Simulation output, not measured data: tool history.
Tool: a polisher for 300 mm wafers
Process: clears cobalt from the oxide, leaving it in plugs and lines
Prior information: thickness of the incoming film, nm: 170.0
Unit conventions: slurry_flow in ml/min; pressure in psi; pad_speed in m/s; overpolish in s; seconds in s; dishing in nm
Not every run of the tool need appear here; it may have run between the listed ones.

{"run": 1, "hour": 0.0, "slurry_flow": 130, "pressure": 1.7, "pad_speed": 1.08, "overpolish": 16, "seconds": 27.081, "dishing": 54.139}
{"run": 2, "hour": 4.8, "slurry_flow": 130, "pressure": 1.7, "pad_speed": 1.08, "overpolish": 23, "seconds": 27.164, "dishing": 63.38}
{"run": 3, "hour": 5.8, "slurry_flow": 130, "pressure": 1.4, "pad_speed": 1.08, "overpolish": 23, "seconds": 30.867, "dishing": 60.033}
{"run": 4, "hour": 8.2, "slurry_flow": 125, "pressure": 1.4, "pad_speed": 1.08, "overpolish": 22, "seconds": 31.275, "dishing": 57.594}
{"run": 5, "hour": 13.6, "slurry_flow": 120, "pressure": 1.4, "pad_speed": 1.08, "overpolish": 22, "seconds": 31.472, "dishing": 57.781}
{"run": 6, "hour": 21.2, "slurry_flow": 120, "pressure": 1.7, "pad_speed": 1.08, "overpolish": 22, "seconds": 27.532, "dishing": 61.728}
{"run": 7, "hour": 22.6, "slurry_flow": 115, "pressure": 1.6, "pad_speed": 1.08, "overpolish": 22, "seconds": 29.722, "dishing": 59.957}
{"run": 8, "hour": 23.4, "slurry_flow": 110, "pressure": 1.6, "pad_speed": 1.08, "overpolish": 21, "seconds": 29.546, "dishing": 59.075}

Estimate the outcome of run 9 from the log above:
{"run": 9, "hour": 25.2, "slurry_flow": 105, "pressure": 1.5, "pad_speed": 1.08, "overpolish": 21, "seconds": "?", "dishing": "?"}

{"run 9": {"seconds": 31.486, "dishing": 56.211}}
